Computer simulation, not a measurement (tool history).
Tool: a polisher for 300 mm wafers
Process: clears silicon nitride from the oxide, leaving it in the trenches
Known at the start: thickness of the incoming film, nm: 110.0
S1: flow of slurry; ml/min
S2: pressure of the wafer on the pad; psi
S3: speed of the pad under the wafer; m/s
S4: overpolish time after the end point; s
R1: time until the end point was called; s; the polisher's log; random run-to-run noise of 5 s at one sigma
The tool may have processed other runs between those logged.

run	hour	S1	S2	S3	S4	R1
1	0	275	2.8	1.04	44	129.96
2	0.6	275	2.4	0.98	44	150.72
3	6.4	270	2.1	0.9	44	180.18
4	10.8	235	2.1	0.9	44	180.99
5	13.8	235	2.1	1.02	44	163.65
6	20.6	235	2.1	1.02	47	167.04
7	25.9	230	1.9	0.94	47	195.64
8	32.6	230	1.8	0.9	47	205.74

Predict the results of run 9:
9	41	230	1.7	0.86	47	?

{"run 9": {"R1": 219.97}}

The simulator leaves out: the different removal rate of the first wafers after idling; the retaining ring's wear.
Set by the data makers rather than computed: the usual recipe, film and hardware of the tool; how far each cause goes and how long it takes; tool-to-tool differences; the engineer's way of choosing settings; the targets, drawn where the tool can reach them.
